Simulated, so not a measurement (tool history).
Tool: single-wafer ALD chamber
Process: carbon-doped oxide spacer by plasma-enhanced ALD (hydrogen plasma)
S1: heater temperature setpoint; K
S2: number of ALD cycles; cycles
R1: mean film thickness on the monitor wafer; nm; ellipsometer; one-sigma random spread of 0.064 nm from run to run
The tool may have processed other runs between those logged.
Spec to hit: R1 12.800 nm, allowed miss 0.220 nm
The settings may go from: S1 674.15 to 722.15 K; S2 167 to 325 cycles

run	day	S1	S2	R1
1	0.000	698.15	246	10.713
2	0.142	698.15	221	9.697
3	0.375	695.15	234	10.260
4	0.708	693.15	245	10.857
5	0.921	690.15	252	11.242
6	1.104	699.15	252	10.961
7	1.208	696.15	258	11.305
8	1.554	693.15	263	11.703
9	1.825	691.15	266	11.840
10	2.162	689.15	269	12.057
11	2.358	687.15	271	12.198
12	2.604	686.15	273	12.179
13	2.704	686.15	276	12.416

Which of these 5 next moves meets every target?
A	2.804	683.15	292	?
B	2.804	682.15	264	?
C	2.804	678.15	268	?
D	2.804	686.15	271	?
E	2.804	687.15	284	?

move	R1
A	13.250
B	12.014
C	12.339
D	12.189
E	12.736
A: moves the result that the last run missed by most past its target, out the other side
B: misses by more than the last run did
C: misses by more than the last run did
D: misses by more than the last run did
E: meets every target
Move E is the one to make.

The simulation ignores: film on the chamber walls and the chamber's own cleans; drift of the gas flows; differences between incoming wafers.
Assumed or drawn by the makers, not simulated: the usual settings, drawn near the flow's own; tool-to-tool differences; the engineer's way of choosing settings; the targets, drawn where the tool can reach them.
